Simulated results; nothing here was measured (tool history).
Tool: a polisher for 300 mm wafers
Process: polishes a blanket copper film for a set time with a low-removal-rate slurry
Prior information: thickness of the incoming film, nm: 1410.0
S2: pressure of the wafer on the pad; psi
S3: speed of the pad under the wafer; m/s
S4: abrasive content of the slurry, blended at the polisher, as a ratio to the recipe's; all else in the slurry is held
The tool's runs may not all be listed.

{"run": 1, "hour": 0.0, "flow of slurry (ml/min)": 220, "S2": 2.8, "S3": 1.26, "S4": 1, "polishing time (s)": 51, "film removed (Å)": 1743.5}
{"run": 2, "hour": 5.2, "flow of slurry (ml/min)": 220, "S2": 2.8, "S3": 1.26, "S4": 1, "polishing time (s)": 51, "film removed (Å)": 1717.4}
{"run": 3, "hour": 7.2, "flow of slurry (ml/min)": 220, "S2": 2.7, "S3": 1.26, "S4": 1, "polishing time (s)": 51, "film removed (Å)": 1643.8}
{"run": 4, "hour": 13.4, "flow of slurry (ml/min)": 220, "S2": 3.2, "S3": 1.26, "S4": 1, "polishing time (s)": 51, "film removed (Å)": 1972}
{"run": 5, "hour": 17.3, "flow of slurry (ml/min)": 220, "S2": 3.2, "S3": 1.06, "S4": 1, "polishing time (s)": 51, "film removed (Å)": 1679.3}
{"run": 6, "hour": 18.6, "flow of slurry (ml/min)": 220, "S2": 3.1, "S3": 1.06, "S4": 1, "polishing time (s)": 51, "film removed (Å)": 1634}
{"run": 7, "hour": 26.1, "flow of slurry (ml/min)": 220, "S2": 3, "S3": 1.06, "S4": 1, "polishing time (s)": 51, "film removed (Å)": 1572.2}

Run 8 comes next. What will it give?
{"run": 8, "hour": 30.7, "flow of slurry (ml/min)": 220, "S2": 2.9, "S3": 1.06, "S4": 1, "polishing time (s)": 51, "film removed (Å)": "?"}

{"run 8": {"film removed (Å)": 1534.2}}

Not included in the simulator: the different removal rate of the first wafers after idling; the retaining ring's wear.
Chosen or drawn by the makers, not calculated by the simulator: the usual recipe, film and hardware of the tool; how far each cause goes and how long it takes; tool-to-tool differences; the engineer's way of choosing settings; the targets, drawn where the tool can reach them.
